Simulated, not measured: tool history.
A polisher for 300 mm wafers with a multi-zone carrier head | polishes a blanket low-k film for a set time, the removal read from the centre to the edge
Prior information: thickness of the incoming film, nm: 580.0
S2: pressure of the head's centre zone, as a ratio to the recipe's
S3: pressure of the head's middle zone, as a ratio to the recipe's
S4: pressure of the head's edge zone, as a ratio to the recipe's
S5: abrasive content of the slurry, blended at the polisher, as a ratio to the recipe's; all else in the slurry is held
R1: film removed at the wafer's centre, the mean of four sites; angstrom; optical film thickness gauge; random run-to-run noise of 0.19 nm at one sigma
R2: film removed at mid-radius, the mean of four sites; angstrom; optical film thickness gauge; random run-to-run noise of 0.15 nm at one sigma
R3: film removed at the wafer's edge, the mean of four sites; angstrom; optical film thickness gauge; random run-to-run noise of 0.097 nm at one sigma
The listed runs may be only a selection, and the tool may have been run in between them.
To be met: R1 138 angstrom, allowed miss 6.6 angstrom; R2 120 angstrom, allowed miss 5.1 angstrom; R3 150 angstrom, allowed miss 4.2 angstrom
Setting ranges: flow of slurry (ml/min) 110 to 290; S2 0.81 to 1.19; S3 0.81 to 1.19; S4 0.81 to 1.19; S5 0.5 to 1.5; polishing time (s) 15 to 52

Run 1, day 0: flow of slurry (ml/min) 185, S2 1, S3 1, S4 1, S5 1, polishing time (s) 33. Result: R1 97.665 angstrom, R2 95.278 angstrom, R3 95.758 angstrom.
Run 2, day 0.288: flow of slurry (ml/min) 185, S2 1, S3 0.98, S4 1.03, S5 1.05, polishing time (s) 34. Result: R1 101.3 angstrom, R2 95.836 angstrom, R3 102.29 angstrom.
Run 3, day 0.608: flow of slurry (ml/min) 190, S2 1, S3 0.98, S4 1.05, S5 1.1, polishing time (s) 35. Result: R1 105.76 angstrom, R2 101.93 angstrom, R3 108.05 angstrom.
Run 4, day 0.629: flow of slurry (ml/min) 190, S2 1, S3 0.98, S4 1.02, S5 1.1, polishing time (s) 35. Result: R1 106.31 angstrom, R2 102.82 angstrom, R3 107.53 angstrom.
Run 5, day 0.675: flow of slurry (ml/min) 190, S2 1, S3 0.98, S4 1.02, S5 1.1, polishing time (s) 40. Result: R1 119.5 angstrom, R2 118.36 angstrom, R3 122.99 angstrom.
At day 0.746: slurry nozzle cleaned.
Run 6, day 0.746: flow of slurry (ml/min) 190, S2 1, S3 0.98, S4 1.02, S5 1.1, polishing time (s) 33. Result: R1 106.16 angstrom, R2 98.966 angstrom, R3 104.13 angstrom.
Run 7, day 1.042: flow of slurry (ml/min) 195, S2 0.99, S3 0.97, S4 1.03, S5 1.15, polishing time (s) 33. Result: R1 106.33 angstrom, R2 101.63 angstrom, R3 106.01 angstrom.
Run 8, day 1.296: flow of slurry (ml/min) 195, S2 0.99, S3 0.95, S4 1.05, S5 1.2, polishing time (s) 34. Result: R1 110.77 angstrom, R2 103.99 angstrom, R3 114.11 angstrom.
Run 9, day 1.6: flow of slurry (ml/min) 195, S2 0.99, S3 0.95, S4 1.05, S5 1.2, polishing time (s) 34. Result: R1 111.59 angstrom, R2 103.97 angstrom, R3 113.2 angstrom.
Run 10, day 1.917: flow of slurry (ml/min) 200, S2 0.99, S3 0.94, S4 1.07, S5 1.25, polishing time (s) 34. Result: R1 111.07 angstrom, R2 105.27 angstrom, R3 117.86 angstrom.
Run 11, day 2.042: flow of slurry (ml/min) 205, S2 1, S3 0.93, S4 1.08, S5 1.3, polishing time (s) 34. Result: R1 115.64 angstrom, R2 105.89 angstrom, R3 119.41 angstrom.
Run 12, day 2.204: flow of slurry (ml/min) 210, S2 1, S3 0.92, S4 1.09, S5 1.35, polishing time (s) 35. Result: R1 121.36 angstrom, R2 110.8 angstrom, R3 124.12 angstrom.
Run 13, day 2.512: flow of slurry (ml/min) 210, S2 1, S3 0.91, S4 1.1, S5 1.35, polishing time (s) 36. Result: R1 126.33 angstrom, R2 112.91 angstrom, R3 129.78 angstrom.
Run 14, day 2.742: flow of slurry (ml/min) 210, S2 1, S3 0.9, S4 1.11, S5 1.35, polishing time (s) 36. Result: R1 124.98 angstrom, R2 111.9 angstrom, R3 129.37 angstrom.

Exactly one of the 5 candidate moves below puts every result within its allowed miss. Which one?
Run A, day 2.971: flow of slurry (ml/min) 195, S2 1.03, S3 0.91, S4 1.09, S5 1.5, polishing time (s) 37. Result: R1 ?, R2 ?, R3 ?.
Run B, day 2.971: flow of slurry (ml/min) 280, S2 0.96, S3 0.84, S4 1.15, S5 1.3, polishing time (s) 41. Result: R1 ?, R2 ?, R3 ?.
Run C, day 2.971: flow of slurry (ml/min) 205, S2 1.02, S3 0.81, S4 1.1, S5 1.4, polishing time (s) 38. Result: R1 ?, R2 ?, R3 ?.
Run D, day 2.971: flow of slurry (ml/min) 215, S2 0.95, S3 0.84, S4 1.16, S5 1.35, polishing time (s) 38. Result: R1 ?, R2 ?, R3 ?.
Run E, day 2.971: flow of slurry (ml/min) 250, S2 0.93, S3 0.83, S4 1.19, S5 1.2, polishing time (s) 38. Result: R1 ?, R2 ?, R3 ?.

move      R1      R2      R3
   A  137.88  116.73  137.12
   B  141.22  119.68  152.55
   C  137.68  106.97  138.83
   D   127.3  109.39  140.98
   E  121.39  105.34  138.21
A: gains on the last run, yet a result remains outside its allowed miss
B: all results in spec
C: gains on the last run, yet a result remains outside its allowed miss
D: gains on the last run, yet a result remains outside its allowed miss
E: gains on the last run, yet a result remains outside its allowed miss
Go with B: it meets all targets.
